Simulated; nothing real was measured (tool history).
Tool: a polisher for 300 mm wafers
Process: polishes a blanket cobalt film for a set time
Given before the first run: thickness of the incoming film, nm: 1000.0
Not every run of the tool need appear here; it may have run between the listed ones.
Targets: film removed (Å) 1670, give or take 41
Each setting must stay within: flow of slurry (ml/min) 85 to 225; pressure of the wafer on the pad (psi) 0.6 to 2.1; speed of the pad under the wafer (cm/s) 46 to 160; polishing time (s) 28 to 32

run  hour  flow of slurry (ml/min)  pressure of the wafer on the pad (psi)  speed of the pad under the wafer (cm/s)  polishing time (s)  film removed (Å)
  1     0                      145                                     1.3                                      102                  32            1162.8
  2   1.8                      160                                     1.4                                      102                  32            1231.2
  3   4.1                      160                                     1.4                                      122                  32            1401.2
  4   9.3                      160                                     1.2                                      122                  32            1240.3
  5  12.8                      160                                     1.3                                      122                  32            1294.5
  6  13.5                      160                                     1.4                                      122                  32            1399.5
  7    22                      160                                     1.5                                      122                  32            1478.8
  8  28.5                      200                                     1.6                                      122                  32              1608

Next run, 5 choices. One meets every target within its allowed miss, the rest don't. Which?
  A    35                      210                                     1.6                                      124                  30                 ?
  B    35                      205                                     1.7                                      120                  30                 ?
  C    35                      225                                     1.6                                      112                  31                 ?
  D    35                      195                                     1.8                                      116                  31                 ?
  E    35                      205                                     1.8                                      106                  30                 ?

move  film removed (Å)
   A              1519
   B            1562.7
   C              1483
   D              1651
   E            1519.9
A: further off than the last run
B: further off than the last run
C: further off than the last run
D: all results land within tolerance of their targets
E: further off than the last run
Go with D: it meets all targets.
